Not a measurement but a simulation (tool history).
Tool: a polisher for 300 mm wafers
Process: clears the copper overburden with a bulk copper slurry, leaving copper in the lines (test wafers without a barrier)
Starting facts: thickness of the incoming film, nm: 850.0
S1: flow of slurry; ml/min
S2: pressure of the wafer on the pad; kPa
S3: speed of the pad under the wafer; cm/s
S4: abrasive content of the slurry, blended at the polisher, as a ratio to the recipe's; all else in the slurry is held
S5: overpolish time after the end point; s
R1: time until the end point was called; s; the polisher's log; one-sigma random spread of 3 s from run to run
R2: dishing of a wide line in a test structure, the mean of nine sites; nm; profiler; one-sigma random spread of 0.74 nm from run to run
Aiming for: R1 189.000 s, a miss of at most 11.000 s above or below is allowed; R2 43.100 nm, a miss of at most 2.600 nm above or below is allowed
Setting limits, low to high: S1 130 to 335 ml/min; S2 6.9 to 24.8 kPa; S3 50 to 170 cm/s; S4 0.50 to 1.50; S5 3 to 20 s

| run | day | S1 | S2 | S3 | S4 | S5 | R1 | R2 |
|---|---|---|---|---|---|---|---|---|
| 1 | 0.000 | 215 | 15.9 | 110 | 1.00 | 10 | 95.052 | 59.414 |
| 2 | 0.275 | 215 | 15.9 | 110 | 1.10 | 10 | 90.779 | 62.332 |
| 3 | 0.321 | 215 | 17.9 | 110 | 1.10 | 10 | 82.786 | 66.452 |
| 4 | 0.608 | 215 | 15.9 | 104 | 1.10 | 10 | 96.543 | 58.385 |
| 5 | 0.638 | 215 | 14.5 | 100 | 1.10 | 11 | 110.890 | 57.111 |
| 6 | 0.675 | 175 | 14.5 | 100 | 1.10 | 11 | 109.980 | 54.246 |
| 7 | 0.862 | 175 | 13.1 | 98 | 1.10 | 11 | 131.330 | 50.257 |
| 8 | 1.158 | 175 | 12.4 | 98 | 1.10 | 11 | 135.850 | 48.973 |
| 9 | 1.317 | 175 | 11.7 | 98 | 1.10 | 11 | 140.640 | 46.283 |
| 10 | 1.421 | 175 | 11.0 | 98 | 1.10 | 11 | 147.200 | 41.419 |
| 11 | 1.521 | 175 | 10.3 | 96 | 1.10 | 12 | 163.480 | 42.151 |
| 12 | 1.871 | 175 | 9.7 | 94 | 1.10 | 13 | 174.760 | 41.532 |

Which one of the following 5 next-run settings gets every result inside its allowed miss? There is exactly one.
| A | 2.221 | 150 | 9.0 | 78 | 1.30 | 13 | ? | ? |
| B | 2.221 | 170 | 10.3 | 112 | 0.95 | 10 | ? | ? |
| C | 2.221 | 205 | 7.6 | 130 | 1.15 | 13 | ? | ? |
| D | 2.221 | 160 | 10.3 | 82 | 1.00 | 14 | ? | ? |
| E | 2.221 | 155 | 9.7 | 80 | 1.05 | 13 | ? | ? |

| move | R1 | R2 |
|---|---|---|
| A | 220.480 | 34.625 |
| B | 143.160 | 40.332 |
| C | 157.600 | 44.784 |
| D | 189.930 | 42.159 |
| E | 206.960 | 36.719 |
A: pushes the last run's worst result past its target
B: its largest miss is bigger than the last run's
C: its largest miss is bigger than the last run's
D: each result inside its tolerance
E: pushes the last run's worst result past its target
Answer: D
